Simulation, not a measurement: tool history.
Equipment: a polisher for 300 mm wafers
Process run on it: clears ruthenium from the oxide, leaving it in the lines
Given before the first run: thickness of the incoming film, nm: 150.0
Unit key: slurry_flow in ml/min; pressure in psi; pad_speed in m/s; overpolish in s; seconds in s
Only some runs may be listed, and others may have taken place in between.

run,hour,slurry_flow,pressure,pad_speed,overpolish,seconds
1,0,285,2.5,0.84,6,153.14
2,4.2,285,2.1,0.78,6,195.59
3,5.9,285,1.8,0.76,6,231.84
4,13,285,2,0.76,6,206.28
5,17.4,285,2.5,0.76,6,174.33
6,21.1,285,2.1,0.76,6,201.48

Expected results for the next run?
7,26.1,285,1.8,0.74,6,?

Logged for run 7: seconds 236.95 s.

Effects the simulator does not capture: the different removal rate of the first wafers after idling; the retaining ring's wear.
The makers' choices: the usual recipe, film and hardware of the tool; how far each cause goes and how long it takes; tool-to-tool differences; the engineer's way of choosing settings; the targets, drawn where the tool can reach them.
